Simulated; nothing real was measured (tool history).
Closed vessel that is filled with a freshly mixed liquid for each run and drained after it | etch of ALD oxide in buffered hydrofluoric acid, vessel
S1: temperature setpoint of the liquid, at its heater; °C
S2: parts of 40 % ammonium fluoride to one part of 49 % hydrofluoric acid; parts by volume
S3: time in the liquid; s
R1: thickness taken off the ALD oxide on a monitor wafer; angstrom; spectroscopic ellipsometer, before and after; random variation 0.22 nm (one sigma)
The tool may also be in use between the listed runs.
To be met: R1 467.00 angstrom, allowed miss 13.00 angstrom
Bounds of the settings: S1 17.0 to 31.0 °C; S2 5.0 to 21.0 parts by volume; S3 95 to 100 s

run 1 hour=0.0 | S1=23.0 S2=13.0 S3=95 | R1=893.32
run 2 hour=7.1 | S1=21.5 S2=14.0 S3=95 | R1=769.01
run 3 hour=15.5 | S1=21.5 S2=17.5 S3=95 | R1=617.19
run 4 hour=16.7 | S1=20.5 S2=17.5 S3=95 | R1=584.08
run 5 hour=21.0 | S1=19.5 S2=17.5 S3=95 | R1=557.72
run 6 hour=28.9 | S1=19.5 S2=17.5 S3=100 | R1=578.55
run 7 hour=31.1 | S1=19.0 S2=17.5 S3=100 | R1=569.17
run 8 hour=38.5 | S1=18.5 S2=18.0 S3=100 | R1=535.37
run 9 hour=43.1 | S1=18.0 S2=18.0 S3=100 | R1=520.70
run 10 hour=51.2 | S1=17.5 S2=18.5 S3=100 | R1=496.97

4 next moves are on the table. One of them brings every result within its allowed miss. Which?
run A hour=59.3 | S1=20.5 S2=20.5 S3=100 | R1=?
run B hour=59.3 | S1=18.0 S2=19.0 S3=95 | R1=?
run C hour=59.3 | S1=19.0 S2=17.5 S3=95 | R1=?
run D hour=59.3 | S1=17.5 S2=17.0 S3=100 | R1=?

move=A R1=529.08
move=B R1=467.08
move=C R1=536.15
move=D R1=533.35
A: further off than the last run
B: meets every target
C: further off than the last run
D: further off than the last run
Move B is the one to make.
